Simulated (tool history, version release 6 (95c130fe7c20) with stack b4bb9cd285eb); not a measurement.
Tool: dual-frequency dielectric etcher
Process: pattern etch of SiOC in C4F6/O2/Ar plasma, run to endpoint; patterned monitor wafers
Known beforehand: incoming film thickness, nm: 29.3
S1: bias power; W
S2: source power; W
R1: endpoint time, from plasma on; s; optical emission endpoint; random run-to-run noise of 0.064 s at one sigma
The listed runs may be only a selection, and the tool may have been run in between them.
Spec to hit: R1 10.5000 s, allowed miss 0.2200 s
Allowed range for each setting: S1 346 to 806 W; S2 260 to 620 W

run	hour	S1	S2	R1
1	0.0	576	440	9.3990
2	4.1	679	440	9.0858
3	5.8	644	440	9.2801
4	13.9	725	440	9.0460
5	20.1	768	440	8.8959
6	22.1	722	410	9.3207
7	30.9	687	390	9.3632
8	36.1	648	360	9.8364
9	38.7	648	360	9.8285
10	40.6	627	350	10.0670
11	43.5	613	340	10.2490
12	48.4	605	340	10.2430
13	51.7	597	340	10.1590

Exactly one of the 4 candidate moves below puts every result within its allowed miss. Which one?
A	55.0	577	390	?
B	55.0	584	360	?
C	55.0	475	360	?
D	55.0	572	380	?

move	R1
A	9.8794
B	10.1030
C	10.5770
D	9.9808
A: the biggest miss grows against the last run
B: the biggest miss grows against the last run
C: all results in spec
D: the biggest miss grows against the last run
The right move is C.
